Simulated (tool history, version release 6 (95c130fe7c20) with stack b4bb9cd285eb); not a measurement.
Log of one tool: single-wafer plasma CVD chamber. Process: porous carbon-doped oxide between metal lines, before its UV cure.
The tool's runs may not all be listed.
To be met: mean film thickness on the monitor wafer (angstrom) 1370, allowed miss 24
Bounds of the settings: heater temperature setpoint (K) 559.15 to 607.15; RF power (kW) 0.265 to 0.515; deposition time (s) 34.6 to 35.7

run	hour	heater temperature setpoint (K)	RF power (kW)	deposition time (s)	mean film thickness on the monitor wafer (angstrom)
1	0	583.15	0.39	34.6	1571
2	5.9	583.15	0.39	34.6	1581.2
3	9.3	592.15	0.39	34.6	1504.8
4	10.4	592.15	0.435	34.6	1670.5
5	17.9	596.15	0.415	34.6	1570.8
6	20	599.15	0.4	34.6	1503.9
7	23.5	601.15	0.39	34.6	1455.9
8	28.6	602.15	0.385	34.6	1429.4
9	34.6	603.15	0.38	34.6	1403.4

4 next moves are on the table. One of them brings every result within its allowed miss. Which?
A	40.6	602.15	0.36	34.6	?
B	40.6	600.15	0.355	35.7	?
C	40.6	606.15	0.375	35.7	?
D	40.6	605.15	0.345	35.7	?

move	mean film thickness on the monitor wafer (angstrom)
A	1327.7
B	1361.1
C	1402.2
D	1293.9
A: takes the result that was furthest off past its target
B: meets every target
C: as far off as the last run
D: takes the result that was furthest off past its target
Answer: B

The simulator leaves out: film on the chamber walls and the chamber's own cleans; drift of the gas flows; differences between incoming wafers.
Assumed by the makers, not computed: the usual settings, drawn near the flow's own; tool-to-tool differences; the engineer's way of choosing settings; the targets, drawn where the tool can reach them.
